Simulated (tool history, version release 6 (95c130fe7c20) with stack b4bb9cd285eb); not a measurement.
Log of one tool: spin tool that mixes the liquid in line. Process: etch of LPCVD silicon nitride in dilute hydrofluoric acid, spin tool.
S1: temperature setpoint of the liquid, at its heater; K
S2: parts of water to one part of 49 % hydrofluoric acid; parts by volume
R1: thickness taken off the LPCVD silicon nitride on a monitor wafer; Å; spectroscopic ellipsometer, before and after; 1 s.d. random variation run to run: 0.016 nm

{"run": 1, "hour": 0.0, "S1": 295.15, "S2": 70, "time under the liquid (s)": 65, "R1": 3.7275}
{"run": 2, "hour": 3.2, "S1": 298.15, "S2": 70, "time under the liquid (s)": 65, "R1": 4.4106}
{"run": 3, "hour": 6.9, "S1": 298.15, "S2": 95, "time under the liquid (s)": 65, "R1": 3.2974}
{"run": 4, "hour": 12.2, "S1": 299.15, "S2": 85, "time under the liquid (s)": 65, "R1": 4.0125}
{"run": 5, "hour": 18.7, "S1": 299.15, "S2": 70, "time under the liquid (s)": 65, "R1": 4.7433}
{"run": 6, "hour": 20.4, "S1": 300.15, "S2": 65, "time under the liquid (s)": 65, "R1": 5.7625}

Run 7 has not been measured yet. What should we expect?
{"run": 7, "hour": 21.8, "S1": 300.65, "S2": 65, "time under the liquid (s)": 65, "R1": "?"}

R1: 5.6132 Å

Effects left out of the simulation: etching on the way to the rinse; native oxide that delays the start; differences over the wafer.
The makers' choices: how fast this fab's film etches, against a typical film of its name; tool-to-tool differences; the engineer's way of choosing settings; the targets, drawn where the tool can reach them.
